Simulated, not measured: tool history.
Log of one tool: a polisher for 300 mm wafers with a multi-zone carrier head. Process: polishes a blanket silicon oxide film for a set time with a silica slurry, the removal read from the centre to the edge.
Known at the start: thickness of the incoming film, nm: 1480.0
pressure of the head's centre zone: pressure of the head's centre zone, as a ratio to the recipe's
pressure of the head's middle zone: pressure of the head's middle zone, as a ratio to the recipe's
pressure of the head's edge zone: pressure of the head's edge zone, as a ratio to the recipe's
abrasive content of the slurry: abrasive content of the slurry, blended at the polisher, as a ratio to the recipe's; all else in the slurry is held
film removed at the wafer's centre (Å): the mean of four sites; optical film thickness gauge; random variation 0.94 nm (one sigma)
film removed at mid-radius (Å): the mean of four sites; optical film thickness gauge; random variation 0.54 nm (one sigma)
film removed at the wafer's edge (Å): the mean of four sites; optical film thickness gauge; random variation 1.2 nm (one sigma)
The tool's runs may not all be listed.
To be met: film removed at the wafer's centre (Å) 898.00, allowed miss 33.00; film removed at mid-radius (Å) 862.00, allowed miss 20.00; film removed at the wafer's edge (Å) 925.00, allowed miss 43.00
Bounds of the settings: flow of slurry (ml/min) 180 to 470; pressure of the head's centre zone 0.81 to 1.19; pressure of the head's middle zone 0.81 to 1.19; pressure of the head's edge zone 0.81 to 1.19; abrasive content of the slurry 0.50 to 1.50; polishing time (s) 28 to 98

| run | day | flow of slurry (ml/min) | pressure of the head's centre zone | pressure of the head's middle zone | pressure of the head's edge zone | abrasive content of the slurry | polishing time (s) | film removed at the wafer's centre (Å) | film removed at mid-radius (Å) | film removed at the wafer's edge (Å) |
|---|---|---|---|---|---|---|---|---|---|---|
| 1 | 0.000 | 300 | 1.00 | 1.00 | 1.00 | 1.00 | 63 | 1558.60 | 1456.40 | 1547.30 |
| 2 | 0.262 | 300 | 1.00 | 1.00 | 1.00 | 1.00 | 69 | 1691.20 | 1620.90 | 1686.10 |
| 3 | 0.392 | 295 | 0.97 | 0.98 | 0.96 | 0.90 | 65 | 1471.80 | 1439.90 | 1500.80 |
| 4 | 0.588 | 295 | 1.05 | 0.98 | 0.96 | 0.90 | 65 | 1619.50 | 1435.00 | 1454.40 |
| 5 | 0.721 | 290 | 1.02 | 0.95 | 0.94 | 0.80 | 61 | 1393.80 | 1257.30 | 1299.90 |
| 6 | 0.783 | 285 | 1.00 | 0.93 | 0.92 | 0.75 | 58 | 1278.70 | 1133.30 | 1171.20 |
| 7 | 1.150 | 275 | 0.96 | 0.91 | 0.90 | 0.70 | 57 | 1178.10 | 1064.10 | 1129.60 |
| 8 | 1.442 | 275 | 0.94 | 0.90 | 0.88 | 0.65 | 56 | 1069.50 | 1001.90 | 1107.90 |
| 9 | 1.758 | 270 | 0.94 | 0.90 | 0.86 | 0.60 | 55 | 1053.00 | 960.20 | 1010.00 |
| 10 | 2.054 | 270 | 0.94 | 0.90 | 0.86 | 0.60 | 55 | 1030.10 | 952.27 | 1012.10 |
| 11 | 2.154 | 265 | 0.93 | 0.90 | 0.85 | 0.60 | 55 | 1022.00 | 945.59 | 1019.60 |
| 12 | 2.329 | 260 | 0.92 | 0.90 | 0.84 | 0.60 | 55 | 1004.30 | 942.10 | 1015.80 |
| 13 | 2.650 | 260 | 0.89 | 0.89 | 0.81 | 0.50 | 52 | 853.55 | 825.14 | 861.11 |
| 14 | 2.917 | 265 | 0.89 | 0.89 | 0.83 | 0.50 | 52 | 848.44 | 835.21 | 880.09 |

Which of these 4 next moves meets every target?
| A | 3.183 | 270 | 0.91 | 0.92 | 0.81 | 0.50 | 49 | ? | ? | ? |
| B | 3.183 | 330 | 0.90 | 0.89 | 0.85 | 0.50 | 53 | ? | ? | ? |
| C | 3.183 | 210 | 0.92 | 0.92 | 0.84 | 0.55 | 49 | ? | ? | ? |
| D | 3.183 | 275 | 0.89 | 1.02 | 0.85 | 0.50 | 48 | ? | ? | ? |

| move | film removed at the wafer's centre (Å) | film removed at mid-radius (Å) | film removed at the wafer's edge (Å) |
|---|---|---|---|
| A | 843.63 | 807.56 | 804.04 |
| B | 918.07 | 863.23 | 899.44 |
| C | 864.65 | 820.59 | 834.80 |
| D | 810.03 | 864.05 | 804.39 |
A: further off than the last run
B: meets every target
C: further off than the last run
D: further off than the last run
Move B is the one to make.
